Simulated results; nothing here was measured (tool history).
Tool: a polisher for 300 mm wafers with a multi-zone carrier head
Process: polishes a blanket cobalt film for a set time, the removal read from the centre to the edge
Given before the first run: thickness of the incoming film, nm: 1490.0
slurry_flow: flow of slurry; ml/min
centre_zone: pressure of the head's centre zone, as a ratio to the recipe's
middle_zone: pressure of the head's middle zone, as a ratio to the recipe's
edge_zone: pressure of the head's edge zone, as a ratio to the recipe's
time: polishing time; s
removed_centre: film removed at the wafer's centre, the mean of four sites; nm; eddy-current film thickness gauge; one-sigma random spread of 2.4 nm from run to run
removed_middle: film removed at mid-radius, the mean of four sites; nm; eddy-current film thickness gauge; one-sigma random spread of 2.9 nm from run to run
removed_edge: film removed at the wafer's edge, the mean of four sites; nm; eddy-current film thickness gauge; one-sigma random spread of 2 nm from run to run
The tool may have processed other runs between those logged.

run	day	slurry_flow	centre_zone	middle_zone	edge_zone	time	removed_centre	removed_middle	removed_edge
1	0.000	310	1.00	1.00	1.00	62	337.99	335.01	333.95
2	0.217	310	1.00	0.91	1.00	62	341.78	313.98	339.77
3	0.562	310	1.00	0.96	0.95	51	282.97	274.37	270.61
4	0.679	310	1.00	0.98	0.92	44	238.99	232.56	229.90
5	1.000	310	1.01	1.02	0.88	41	226.41	221.40	212.03
6	1.308	310	1.01	1.10	0.88	41	222.91	234.07	213.38
# day 1.642: slurry nozzle cleaned
7	1.642	315	1.03	1.12	0.86	39	223.98	241.24	201.27

The next listed run, before its measurement:
8	1.783	310	1.03	1.11	0.85	37	?	?	?

Logged for run 8: removed_centre 213.51 nm, removed_middle 226.25 nm, removed_edge 189.23 nm.
